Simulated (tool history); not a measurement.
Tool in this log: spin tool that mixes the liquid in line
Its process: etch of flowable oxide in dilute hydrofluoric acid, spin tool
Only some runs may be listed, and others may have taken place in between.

| run | hour | temperature setpoint of the liquid (K) | parts of water to one part of 49 % hydrofluoric acid (parts by volume) | time under the liquid (s) | thickness taken off the flowable oxide on a monitor wafer (nm) |
|---|---|---|---|---|---|
| 1 | 0.0 | 293.15 | 160 | 25 | 8.5888 |
| 2 | 5.3 | 295.65 | 160 | 25 | 9.4637 |
| 3 | 9.0 | 296.15 | 160 | 25 | 9.5794 |
| 4 | 16.7 | 292.65 | 160 | 25 | 8.4211 |
| 5 | 19.6 | 294.15 | 160 | 25 | 8.8632 |
| 6 | 22.6 | 295.15 | 160 | 25 | 9.1992 |
| 7 | 26.3 | 295.65 | 160 | 25 | 9.5488 |

Run 8 has not been measured yet. What should we expect?
|  | 33.2 | thermometer replaced |
| 8 | 33.2 | 296.15 | 160 | 25 | ? |

thickness taken off the flowable oxide on a monitor wafer (nm): 10.1380

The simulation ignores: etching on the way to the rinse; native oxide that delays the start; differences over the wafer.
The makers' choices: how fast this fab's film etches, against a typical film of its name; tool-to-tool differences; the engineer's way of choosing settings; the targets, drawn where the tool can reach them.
